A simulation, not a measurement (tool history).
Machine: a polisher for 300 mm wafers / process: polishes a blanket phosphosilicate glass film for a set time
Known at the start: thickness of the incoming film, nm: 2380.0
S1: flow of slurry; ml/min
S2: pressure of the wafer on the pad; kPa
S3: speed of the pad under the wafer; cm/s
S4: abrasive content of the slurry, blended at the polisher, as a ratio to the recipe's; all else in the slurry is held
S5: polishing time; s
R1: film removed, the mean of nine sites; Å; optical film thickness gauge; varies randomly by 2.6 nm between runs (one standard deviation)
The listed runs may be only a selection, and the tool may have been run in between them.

run,hour,S1,S2,S3,S4,S5,R1
1,0.0,220,25.5,122,1.0,38,2693.6
2,0.8,250,25.5,122,1.0,38,2742.2
3,4.6,230,25.5,122,1.0,38,2727.6
4,11.6,230,29.6,122,1.0,38,3113.0
# hour 18.2: conditioning disc replaced and pad reconditioned
5,18.2,235,29.6,122,1.0,38,4329.8
6,19.4,235,27.6,122,1.0,38,4052.0
7,26.3,220,20.7,120,1.0,38,2985.4
8,32.5,205,21.4,120,1.0,38,3036.7
9,37.4,200,21.4,120,1.0,38,3077.2
10,39.3,195,21.4,120,1.0,38,3059.3
11,41.8,190,21.4,120,1.0,38,3031.9
12,46.4,180,21.4,120,1.0,38,2987.6
13,53.2,175,22.1,120,1.0,38,3091.0

Run 14 has not been measured yet. What should we expect?
14,59.2,165,22.1,120,1.0,38,?

R1: 3044.2 Å

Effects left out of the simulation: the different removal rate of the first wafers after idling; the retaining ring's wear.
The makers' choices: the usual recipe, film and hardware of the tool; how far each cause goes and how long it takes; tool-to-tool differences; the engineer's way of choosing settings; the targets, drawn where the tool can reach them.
